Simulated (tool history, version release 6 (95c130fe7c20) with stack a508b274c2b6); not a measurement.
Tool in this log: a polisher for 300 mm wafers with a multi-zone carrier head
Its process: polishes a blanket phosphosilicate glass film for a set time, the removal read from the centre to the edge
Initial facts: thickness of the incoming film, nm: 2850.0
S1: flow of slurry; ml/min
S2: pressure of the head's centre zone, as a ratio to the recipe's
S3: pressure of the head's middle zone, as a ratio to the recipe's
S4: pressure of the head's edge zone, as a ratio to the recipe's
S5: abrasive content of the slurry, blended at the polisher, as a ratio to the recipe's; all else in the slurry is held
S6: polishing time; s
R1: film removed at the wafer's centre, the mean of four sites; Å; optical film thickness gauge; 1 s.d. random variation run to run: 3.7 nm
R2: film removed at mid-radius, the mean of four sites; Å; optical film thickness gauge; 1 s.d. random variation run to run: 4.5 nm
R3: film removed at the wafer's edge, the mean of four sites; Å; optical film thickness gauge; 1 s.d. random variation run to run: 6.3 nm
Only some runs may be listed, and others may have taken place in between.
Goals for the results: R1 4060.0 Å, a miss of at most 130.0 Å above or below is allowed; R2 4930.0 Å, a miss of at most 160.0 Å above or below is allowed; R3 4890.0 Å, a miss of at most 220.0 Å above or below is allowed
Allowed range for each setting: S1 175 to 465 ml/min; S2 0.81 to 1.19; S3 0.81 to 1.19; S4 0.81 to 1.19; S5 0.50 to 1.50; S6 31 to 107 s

| run | hour | S1 | S2 | S3 | S4 | S5 | S6 | R1 | R2 | R3 |
|---|---|---|---|---|---|---|---|---|---|---|
| 1 | 0.0 | 295 | 1.00 | 1.00 | 1.00 | 1.00 | 69 | 5647.9 | 5605.0 | 5798.6 |
| 2 | 3.5 | 295 | 1.00 | 1.00 | 0.96 | 1.00 | 69 | 5553.2 | 5557.7 | 5810.9 |
| 3 | 8.8 | 295 | 1.00 | 1.04 | 0.96 | 1.00 | 69 | 5549.6 | 5899.0 | 5712.7 |
| 4 | 11.7 | 295 | 1.00 | 1.04 | 0.96 | 1.00 | 52 | 4192.1 | 4352.6 | 4374.0 |
| 5 | 12.5 | 295 | 0.98 | 1.05 | 0.98 | 1.05 | 52 | 4177.2 | 4597.6 | 4505.7 |
| 6 | 16.4 | 295 | 0.98 | 1.05 | 1.04 | 1.05 | 52 | 4316.2 | 4538.3 | 4688.9 |
| 7 | 17.1 | 295 | 0.97 | 1.06 | 1.05 | 1.05 | 52 | 4309.1 | 4641.7 | 4589.8 |
| 8 | 22.9 | 290 | 0.95 | 1.06 | 1.06 | 1.10 | 52 | 4240.9 | 4681.4 | 4838.4 |
| 9 | 26.3 | 290 | 0.94 | 1.07 | 1.06 | 1.10 | 52 | 4214.6 | 4798.6 | 4811.4 |

Exercise: of the 4 proposed moves below, exactly one satisfies all targets within the stated allowed misses. Which move is it?
| A | 29.7 | 285 | 0.88 | 1.07 | 1.05 | 1.10 | 53 | ? | ? | ? |
| B | 29.7 | 265 | 0.99 | 1.13 | 1.05 | 1.00 | 55 | ? | ? | ? |
| C | 29.7 | 375 | 0.94 | 1.05 | 1.12 | 0.80 | 63 | ? | ? | ? |
| D | 29.7 | 250 | 0.99 | 1.16 | 1.09 | 1.05 | 55 | ? | ? | ? |

| move | R1 | R2 | R3 |
|---|---|---|---|
| A | 4010.1 | 4904.8 | 4859.8 |
| B | 4353.0 | 4984.8 | 4719.1 |
| C | 4086.0 | 4607.5 | 4742.7 |
| D | 4472.1 | 5239.6 | 4927.2 |
A: every result lands within tolerance
B: misses by more than the last run did
C: gets the furthest-off result to its target, but another result is out of tolerance
D: misses by more than the last run did
Go with A: it meets all targets.

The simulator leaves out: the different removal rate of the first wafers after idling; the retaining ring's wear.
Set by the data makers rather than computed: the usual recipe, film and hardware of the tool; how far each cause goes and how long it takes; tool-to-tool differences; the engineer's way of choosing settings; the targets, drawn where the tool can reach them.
